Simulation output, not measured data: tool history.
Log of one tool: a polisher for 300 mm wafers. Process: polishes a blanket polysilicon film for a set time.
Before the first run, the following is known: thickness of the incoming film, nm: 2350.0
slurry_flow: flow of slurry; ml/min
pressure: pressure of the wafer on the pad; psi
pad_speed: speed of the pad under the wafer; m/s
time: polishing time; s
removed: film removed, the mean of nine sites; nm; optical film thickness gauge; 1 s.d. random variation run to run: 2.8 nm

| run | day | slurry_flow | pressure | pad_speed | time | removed |
|---|---|---|---|---|---|---|
| 1 | 0.000 | 215 | 3.3 | 1.28 | 43 | 551.80 |
| 2 | 0.175 | 210 | 3.1 | 1.28 | 43 | 512.34 |
| 3 | 0.279 | 205 | 3.0 | 1.28 | 43 | 500.42 |
| 4 | 0.500 | 205 | 2.9 | 1.28 | 43 | 485.58 |
| 5 | 0.688 | 205 | 2.9 | 1.58 | 43 | 596.06 |
| 6 | 0.942 | 200 | 2.6 | 1.58 | 43 | 539.33 |
| 7 | 1.179 | 195 | 2.4 | 1.58 | 43 | 496.40 |
| 8 | 1.354 | 190 | 2.3 | 1.58 | 43 | 477.07 |

Forecast run 9:
| 9 | 1.529 | 185 | 2.2 | 1.58 | 43 | ? |

removed: 454.93 nm

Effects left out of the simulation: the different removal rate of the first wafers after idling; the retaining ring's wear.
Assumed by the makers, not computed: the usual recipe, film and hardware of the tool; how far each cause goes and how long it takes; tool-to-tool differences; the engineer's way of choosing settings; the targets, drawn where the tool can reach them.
